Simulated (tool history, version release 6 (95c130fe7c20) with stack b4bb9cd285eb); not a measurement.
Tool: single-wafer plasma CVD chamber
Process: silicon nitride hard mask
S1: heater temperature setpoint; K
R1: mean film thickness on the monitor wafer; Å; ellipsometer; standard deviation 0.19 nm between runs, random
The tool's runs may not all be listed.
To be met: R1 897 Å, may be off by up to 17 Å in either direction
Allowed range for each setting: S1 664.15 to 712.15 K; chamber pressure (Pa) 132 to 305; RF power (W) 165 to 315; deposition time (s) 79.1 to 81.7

Run 1, hour 0: S1 688.15 K, chamber pressure (Pa) 219, RF power (W) 240, deposition time (s) 79.1. Result: R1 765.13 Å.
Run 2, hour 8.3: S1 696.15 K, chamber pressure (Pa) 219, RF power (W) 240, deposition time (s) 79.1. Result: R1 764.88 Å.
Run 3, hour 14.5: S1 696.15 K, chamber pressure (Pa) 233, RF power (W) 245, deposition time (s) 79.2. Result: R1 788.88 Å.
Run 4, hour 16: S1 696.15 K, chamber pressure (Pa) 233, RF power (W) 230, deposition time (s) 79.2. Result: R1 757.4 Å.
Run 5, hour 24: S1 704.15 K, chamber pressure (Pa) 233, RF power (W) 230, deposition time (s) 79.2. Result: R1 753.12 Å.
Run 6, hour 26.2: S1 704.15 K, chamber pressure (Pa) 233, RF power (W) 210, deposition time (s) 79.2. Result: R1 712.65 Å.
Run 7, hour 27.3: S1 704.15 K, chamber pressure (Pa) 245, RF power (W) 220, deposition time (s) 79.4. Result: R1 745.78 Å.
Run 8, hour 33.6: S1 704.15 K, chamber pressure (Pa) 255, RF power (W) 230, deposition time (s) 79.6. Result: R1 776.53 Å.
Run 9, hour 34.8: S1 704.15 K, chamber pressure (Pa) 255, RF power (W) 230, deposition time (s) 79.6. Result: R1 773.41 Å.
Run 10, hour 40: S1 704.15 K, chamber pressure (Pa) 261, RF power (W) 240, deposition time (s) 79.7. Result: R1 802.95 Å.
Run 11, hour 47.8: S1 704.15 K, chamber pressure (Pa) 268, RF power (W) 245, deposition time (s) 79.8. Result: R1 820.03 Å.
Run 12, hour 56.6: S1 704.15 K, chamber pressure (Pa) 273, RF power (W) 250, deposition time (s) 79.9. Result: R1 830.78 Å.

Pick the move, out of 4, that brings all results within their allowed miss; only one does.
Run A, hour 65.4: S1 700.15 K, chamber pressure (Pa) 289, RF power (W) 290, deposition time (s) 81. Result: R1 ?.
Run B, hour 65.4: S1 702.15 K, chamber pressure (Pa) 291, RF power (W) 265, deposition time (s) 81.7. Result: R1 ?.
Run C, hour 65.4: S1 708.15 K, chamber pressure (Pa) 265, RF power (W) 250, deposition time (s) 79.1. Result: R1 ?.
Run D, hour 65.4: S1 712.15 K, chamber pressure (Pa) 288, RF power (W) 300, deposition time (s) 79.1. Result: R1 ?.

move      R1
   A  935.43
   B  893.58
   C  814.68
   D  926.68
A: moves the result that the last run missed by most past its target, out the other side
B: all results in spec
C: the biggest miss grows against the last run
D: moves the result that the last run missed by most past its target, out the other side
The right move is B.

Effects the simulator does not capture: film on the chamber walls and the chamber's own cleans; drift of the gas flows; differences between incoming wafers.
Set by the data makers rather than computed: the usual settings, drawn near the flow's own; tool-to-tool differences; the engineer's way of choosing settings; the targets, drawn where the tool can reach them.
